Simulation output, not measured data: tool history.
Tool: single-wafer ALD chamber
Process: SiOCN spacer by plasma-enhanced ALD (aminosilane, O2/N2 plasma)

run	hour	heater temperature setpoint (K)	number of ALD cycles (cycles)	mean film thickness on the monitor wafer (Å)
1	0.0	678.15	58	33.129
2	3.0	681.15	54	30.684
3	3.8	689.15	54	29.756
4	8.1	691.15	52	28.486
5	17.1	693.15	50	27.481
6	18.2	689.15	50	27.827
7	21.1	691.15	49	27.104
8	25.2	693.15	48	26.243
9	32.0	694.15	48	26.088
10	39.0	694.15	48	26.342

Forecast run 11:
11	42.5	695.15	47	?

{"run 11": {"mean film thickness on the monitor wafer (Å)": 25.598}}
